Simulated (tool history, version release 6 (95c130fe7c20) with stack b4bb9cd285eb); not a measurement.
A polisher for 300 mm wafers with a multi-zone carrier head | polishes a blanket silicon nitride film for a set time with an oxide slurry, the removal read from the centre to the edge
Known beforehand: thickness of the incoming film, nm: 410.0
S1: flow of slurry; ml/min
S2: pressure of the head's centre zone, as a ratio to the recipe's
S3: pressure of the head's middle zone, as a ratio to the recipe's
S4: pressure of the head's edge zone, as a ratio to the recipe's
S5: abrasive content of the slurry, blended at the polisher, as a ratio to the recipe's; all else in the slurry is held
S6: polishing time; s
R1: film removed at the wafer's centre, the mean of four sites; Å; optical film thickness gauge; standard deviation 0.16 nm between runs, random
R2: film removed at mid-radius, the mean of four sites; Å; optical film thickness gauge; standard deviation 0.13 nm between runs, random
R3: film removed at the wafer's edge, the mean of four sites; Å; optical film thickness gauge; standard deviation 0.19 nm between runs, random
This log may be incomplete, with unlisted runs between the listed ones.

run 1 day=0.000 | S1=165 S2=1.00 S3=1.00 S4=1.00 S5=1.00 S6=35 | R1=204.01 R2=230.19 R3=229.39
run 2 day=0.158 | S1=160 S2=0.98 S3=0.99 S4=0.98 S5=0.95 S6=35 | R1=194.67 R2=225.41 R3=218.57
run 3 day=0.250 | S1=155 S2=0.96 S3=0.97 S4=0.97 S5=0.90 S6=35 | R1=185.39 R2=215.72 R3=213.03
run 4 day=0.396 | S1=185 S2=0.96 S3=0.97 S4=0.97 S5=0.90 S6=35 | R1=189.08 R2=220.77 R3=218.29
run 5 day=0.471 | S1=165 S2=0.96 S3=0.97 S4=0.97 S5=0.90 S6=35 | R1=188.63 R2=214.58 R3=211.60
run 6 day=0.529 | S1=165 S2=0.96 S3=1.01 S4=0.97 S5=0.90 S6=35 | R1=187.69 R2=219.31 R3=215.47

Predict the results of run 7:
run 7 day=0.592 | S1=160 S2=0.95 S3=0.99 S4=0.97 S5=0.85 S6=35 | R1=? R2=? R3=?

Logged for run 7: R1 181.61 Å, R2 211.14 Å, R3 204.94 Å.
